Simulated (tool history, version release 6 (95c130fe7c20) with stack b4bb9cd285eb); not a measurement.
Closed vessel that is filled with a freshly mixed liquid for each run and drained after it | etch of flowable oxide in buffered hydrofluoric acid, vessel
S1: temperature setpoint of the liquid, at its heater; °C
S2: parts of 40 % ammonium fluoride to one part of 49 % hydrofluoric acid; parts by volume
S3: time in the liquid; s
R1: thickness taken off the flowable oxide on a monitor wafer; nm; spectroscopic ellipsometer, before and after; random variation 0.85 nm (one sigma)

run  hour    S1   S2  S3      R1
  1     0    21    8  35  181.84
  2   6.5    20    8  35  168.02
  3   9.2    20    6  35  223.18
  4  17.9    20    6  30  192.34
  5  20.5  19.5  6.5  30  172.23
  6  26.2    19  6.5  30  167.84
  7  34.3  18.5  6.5  30  164.17
  8  38.3    18  6.5  30  160.17

The next listed run, before its measurement:
  9  43.7  17.5   7  30   ?

{"run 9": {"R1": 146.7}}
